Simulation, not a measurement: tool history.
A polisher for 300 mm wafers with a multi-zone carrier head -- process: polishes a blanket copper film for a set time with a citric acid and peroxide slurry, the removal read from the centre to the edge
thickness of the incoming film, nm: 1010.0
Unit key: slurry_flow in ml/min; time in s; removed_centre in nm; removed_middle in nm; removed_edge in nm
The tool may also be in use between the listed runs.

Run 1, hour 0: slurry_flow 190 ml/min, centre_zone 1, middle_zone 1, edge_zone 1, slurry_solids 1, time 79 s. Result: removed_centre 135.66 nm, removed_middle 134.9 nm, removed_edge 131.86 nm.
Run 2, hour 1.3: slurry_flow 185 ml/min, centre_zone 0.98, middle_zone 1, edge_zone 0.98, slurry_solids 0.9, time 78 s. Result: removed_centre 127.57 nm, removed_middle 125.45 nm, removed_edge 124.64 nm.
Run 3, hour 7.4: slurry_flow 185 ml/min, centre_zone 0.98, middle_zone 1, edge_zone 0.98, slurry_solids 0.9, time 98 s. Result: removed_centre 160.79 nm, removed_middle 161.78 nm, removed_edge 157.58 nm.
Run 4, hour 11.1: slurry_flow 185 ml/min, centre_zone 0.98, middle_zone 0.95, edge_zone 0.98, slurry_solids 0.9, time 98 s. Result: removed_centre 161.98 nm, removed_middle 157.87 nm, removed_edge 159.08 nm.
Run 5, hour 12.2: slurry_flow 180 ml/min, centre_zone 0.95, middle_zone 0.97, edge_zone 0.95, slurry_solids 0.85, time 94 s. Result: removed_centre 146.37 nm, removed_middle 149.79 nm, removed_edge 146.55 nm.
Run 6, hour 17.8: slurry_flow 175 ml/min, centre_zone 0.93, middle_zone 0.98, edge_zone 0.93, slurry_solids 0.8, time 91 s. Result: removed_centre 136.97 nm, removed_middle 143.17 nm, removed_edge 139.97 nm.
Run 7, hour 25.3: slurry_flow 175 ml/min, centre_zone 0.93, middle_zone 0.98, edge_zone 0.93, slurry_solids 0.8, time 91 s. Result: removed_centre 136.04 nm, removed_middle 143.68 nm, removed_edge 137.95 nm.
Run 8, hour 26.3: slurry_flow 170 ml/min, centre_zone 0.92, middle_zone 0.98, edge_zone 0.91, slurry_solids 0.75, time 88 s. Result: removed_centre 129.15 nm, removed_middle 137.46 nm, removed_edge 131.38 nm.
Run 9, hour 33.8: slurry_flow 165 ml/min, centre_zone 0.91, middle_zone 0.98, edge_zone 0.9, slurry_solids 0.7, time 85 s. Result: removed_centre 124.29 nm, removed_middle 128.62 nm, removed_edge 124.63 nm.

The next listed run, before its measurement:
Run 10, hour 38: slurry_flow 165 ml/min, centre_zone 0.89, middle_zone 0.99, edge_zone 0.89, slurry_solids 0.65, time 83 s. Result: removed_centre ?, removed_middle ?, removed_edge ?.

removed_centre: 116.59 nm
removed_middle: 125.55 nm
removed_edge: 117.85 nm
